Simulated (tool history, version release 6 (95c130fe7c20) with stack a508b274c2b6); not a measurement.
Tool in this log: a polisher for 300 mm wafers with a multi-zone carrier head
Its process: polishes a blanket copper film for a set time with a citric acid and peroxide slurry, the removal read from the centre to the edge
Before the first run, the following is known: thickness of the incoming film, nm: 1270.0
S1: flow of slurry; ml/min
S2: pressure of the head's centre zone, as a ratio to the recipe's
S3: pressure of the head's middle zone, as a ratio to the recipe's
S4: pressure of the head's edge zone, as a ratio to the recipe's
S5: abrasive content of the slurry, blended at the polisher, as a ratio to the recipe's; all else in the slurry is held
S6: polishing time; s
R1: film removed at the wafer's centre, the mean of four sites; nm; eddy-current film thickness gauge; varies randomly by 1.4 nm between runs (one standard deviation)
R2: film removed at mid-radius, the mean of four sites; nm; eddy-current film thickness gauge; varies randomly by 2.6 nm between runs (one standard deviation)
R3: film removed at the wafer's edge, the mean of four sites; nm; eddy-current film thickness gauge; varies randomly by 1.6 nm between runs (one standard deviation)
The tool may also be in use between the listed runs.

run 1 hour=0 | S1=170 S2=1 S3=1 S4=1 S5=1 S6=75 | R1=237.11 R2=223.74 R3=215.91
run 2 hour=8.8 | S1=170 S2=1 S3=1 S4=0.93 S5=1 S6=75 | R1=234.51 R2=224.63 R3=206.03
run 3 hour=11.3 | S1=170 S2=1 S3=1 S4=1.01 S5=1 S6=75 | R1=235.37 R2=216.83 R3=214.48
run 4 hour=16.8 | S1=170 S2=0.96 S3=1 S4=1.01 S5=1 S6=75 | R1=227.18 R2=217.83 R3=211.15
run 5 hour=24.2 | S1=170 S2=0.96 S3=0.97 S4=1.01 S5=1 S6=75 | R1=229.48 R2=216.68 R3=214.78
run 6 hour=29.2 | S1=170 S2=0.96 S3=0.97 S4=1.01 S5=1.1 S6=75 | R1=230.13 R2=216.13 R3=218.12

Predict the results of run 7:
run 7 hour=35.2 | S1=120 S2=0.86 S3=0.9 S4=0.96 S5=0.85 S6=71 | R1=? R2=? R3=?

Run 7 came out at R1 172.3 nm, R2 169.33 nm, R3 185.48 nm.
